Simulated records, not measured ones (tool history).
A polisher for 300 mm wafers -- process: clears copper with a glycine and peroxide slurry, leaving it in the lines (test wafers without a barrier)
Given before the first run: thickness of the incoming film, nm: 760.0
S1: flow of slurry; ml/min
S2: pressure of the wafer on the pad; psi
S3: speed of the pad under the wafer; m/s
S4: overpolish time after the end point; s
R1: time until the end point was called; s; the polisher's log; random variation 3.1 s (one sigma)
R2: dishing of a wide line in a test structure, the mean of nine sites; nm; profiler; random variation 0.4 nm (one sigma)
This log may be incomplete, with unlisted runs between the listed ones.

run 1 day=0 | S1=180 S2=2 S3=1.28 S4=22 | R1=146.81 R2=61.677
run 2 day=0.358 | S1=210 S2=2 S3=1.28 S4=22 | R1=144.44 R2=60.06
run 3 day=0.625 | S1=165 S2=2 S3=1.28 S4=22 | R1=151.06 R2=59.279
run 4 day=0.871 | S1=130 S2=2 S3=1.28 S4=22 | R1=161.03 R2=55.292
run 5 day=1.117 | S1=130 S2=1.9 S3=1.34 S4=20 | R1=153.39 R2=51.635
run 6 day=1.4 | S1=130 S2=1.8 S3=1.36 S4=18 | R1=161.96 R2=47.628

Run 7 comes next. What will it give?
run 7 day=1.746 | S1=130 S2=1.7 S3=1.4 S4=17 | R1=? R2=?

Run 7 produced R1 159.77 s, R2 44.609 nm.
